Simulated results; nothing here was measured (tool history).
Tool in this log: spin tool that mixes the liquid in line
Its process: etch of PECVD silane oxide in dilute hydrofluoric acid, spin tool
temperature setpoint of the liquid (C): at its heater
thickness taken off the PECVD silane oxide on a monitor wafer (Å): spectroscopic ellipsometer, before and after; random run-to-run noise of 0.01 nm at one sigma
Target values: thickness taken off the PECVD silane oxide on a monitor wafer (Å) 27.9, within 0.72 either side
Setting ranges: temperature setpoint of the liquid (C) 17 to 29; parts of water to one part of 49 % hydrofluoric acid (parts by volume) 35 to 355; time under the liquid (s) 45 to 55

run	hour	temperature setpoint of the liquid (C)	parts of water to one part of 49 % hydrofluoric acid (parts by volume)	time under the liquid (s)	thickness taken off the PECVD silane oxide on a monitor wafer (Å)
1	0	21	195	55	36.794
2	4.7	20	200	55	34.536
3	11.7	19.5	205	55	32.66
4	18.3	19.5	170	55	40.943
5	26.3	19.5	145	55	49.061
6	29.6	19.5	90	55	83.913
7	36.5	19	120	55	59.853
8	43.6	18.5	140	55	48.911
9	52	18	155	55	42.767
10	59	18	165	55	39.6
11	64	18	175	55	37.202
12	71.2	18	185	55	34.813
13	76.7	18	190	55	33.682
14	81.3	18	195	55	32.714
15	82.2	18	200	55	31.705
16	87.9	18	205	55	30.893

Which of these 5 next moves meets every target?
A	93.6	21	195	50	?
B	93.6	18.5	190	55	?
C	93.6	17	195	45	?
D	93.6	18.5	195	50	?
E	93.6	18.5	190	45	?

move	thickness taken off the PECVD silane oxide on a monitor wafer (Å)
A	33.372
B	34.353
C	25.681
D	30.284
E	28.107
A: its largest miss is bigger than the last run's
B: its largest miss is bigger than the last run's
C: takes the result that was furthest off past its target
D: gains on the last run, yet a result remains outside its allowed miss
E: all results in spec
E meets every target.
